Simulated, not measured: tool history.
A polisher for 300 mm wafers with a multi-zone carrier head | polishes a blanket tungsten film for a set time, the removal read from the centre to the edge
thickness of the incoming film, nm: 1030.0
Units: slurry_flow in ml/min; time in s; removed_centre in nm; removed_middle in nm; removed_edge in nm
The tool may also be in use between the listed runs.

run	day	slurry_flow	centre_zone	middle_zone	edge_zone	slurry_solids	time	removed_centre	removed_middle	removed_edge
1	0.000	280	1.00	1.00	1.00	1.00	70	229.77	258.22	260.71
2	0.242	280	1.00	1.00	1.00	0.80	70	218.82	246.21	252.60
3	0.592	295	1.04	0.96	0.97	0.75	70	228.83	238.47	243.75
4	0.725	230	1.04	0.96	0.97	0.75	70	218.62	227.01	238.36
5	0.854	290	1.04	0.96	0.97	0.75	70	228.97	232.38	244.42
6	0.900	290	1.04	0.91	0.97	0.75	70	227.74	234.09	241.73

Forecast run 7:
7	1.096	295	1.07	0.90	0.98	0.70	70	?	?	?

Run 7 gave removed_centre 231.53 nm, removed_middle 227.38 nm, removed_edge 239.17 nm.

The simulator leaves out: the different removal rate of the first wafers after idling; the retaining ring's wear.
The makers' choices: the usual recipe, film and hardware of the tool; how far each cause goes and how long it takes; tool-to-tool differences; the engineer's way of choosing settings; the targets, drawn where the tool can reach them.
